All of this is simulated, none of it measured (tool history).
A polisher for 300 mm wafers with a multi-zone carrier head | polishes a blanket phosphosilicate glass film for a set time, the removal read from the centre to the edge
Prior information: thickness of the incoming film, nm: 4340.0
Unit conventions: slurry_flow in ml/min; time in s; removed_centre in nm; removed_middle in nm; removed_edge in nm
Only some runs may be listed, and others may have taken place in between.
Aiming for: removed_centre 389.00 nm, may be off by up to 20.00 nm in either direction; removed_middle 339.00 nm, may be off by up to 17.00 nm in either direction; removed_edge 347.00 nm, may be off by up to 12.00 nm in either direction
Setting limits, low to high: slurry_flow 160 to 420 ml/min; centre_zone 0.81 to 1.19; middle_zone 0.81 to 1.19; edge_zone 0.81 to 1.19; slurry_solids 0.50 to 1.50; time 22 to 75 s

| run | hour | slurry_flow | centre_zone | middle_zone | edge_zone | slurry_solids | time | removed_centre | removed_middle | removed_edge |
|---|---|---|---|---|---|---|---|---|---|---|
| 1 | 0.0 | 270 | 1.00 | 1.00 | 1.00 | 1.00 | 48 | 460.81 | 436.52 | 445.68 |
| 2 | 4.5 | 270 | 1.00 | 1.07 | 1.00 | 1.00 | 48 | 449.68 | 466.95 | 445.88 |
| 3 | 8.5 | 270 | 1.01 | 1.03 | 0.97 | 0.85 | 48 | 422.73 | 433.22 | 408.46 |
| 4 | 9.9 | 265 | 1.02 | 0.97 | 0.95 | 0.80 | 48 | 424.50 | 382.15 | 389.18 |
| 5 | 16.3 | 265 | 1.02 | 0.97 | 0.95 | 0.80 | 37 | 326.12 | 288.76 | 302.09 |
| 6 | 20.2 | 275 | 1.05 | 0.99 | 0.98 | 0.85 | 37 | 332.70 | 316.84 | 315.31 |
| 7 | 25.9 | 275 | 1.07 | 0.98 | 0.98 | 0.90 | 37 | 348.92 | 311.61 | 318.25 |
| 8 | 28.3 | 280 | 1.08 | 0.98 | 0.99 | 0.95 | 37 | 354.89 | 328.57 | 330.99 |
| 9 | 36.8 | 280 | 1.08 | 0.98 | 0.99 | 0.95 | 37 | 364.31 | 337.57 | 332.47 |

Which single option among these 4 for the next run brings every result within its allowed miss of target? Just one does.
| A | 45.3 | 290 | 0.96 | 1.03 | 1.06 | 0.90 | 36 | ? | ? | ? |
| B | 45.3 | 275 | 1.01 | 1.03 | 1.08 | 1.00 | 36 | ? | ? | ? |
| C | 45.3 | 275 | 0.99 | 1.06 | 1.08 | 0.90 | 37 | ? | ? | ? |
| D | 45.3 | 295 | 1.06 | 0.93 | 0.92 | 1.05 | 38 | ? | ? | ? |

| move | removed_centre | removed_middle | removed_edge |
|---|---|---|---|
| A | 307.19 | 324.00 | 330.85 |
| B | 333.66 | 338.43 | 348.89 |
| C | 321.66 | 339.51 | 341.40 |
| D | 376.21 | 337.15 | 354.20 |
A: lands further from the targets than the last run did
B: lands further from the targets than the last run did
C: lands further from the targets than the last run did
D: meets every target
The move that meets every target is D.

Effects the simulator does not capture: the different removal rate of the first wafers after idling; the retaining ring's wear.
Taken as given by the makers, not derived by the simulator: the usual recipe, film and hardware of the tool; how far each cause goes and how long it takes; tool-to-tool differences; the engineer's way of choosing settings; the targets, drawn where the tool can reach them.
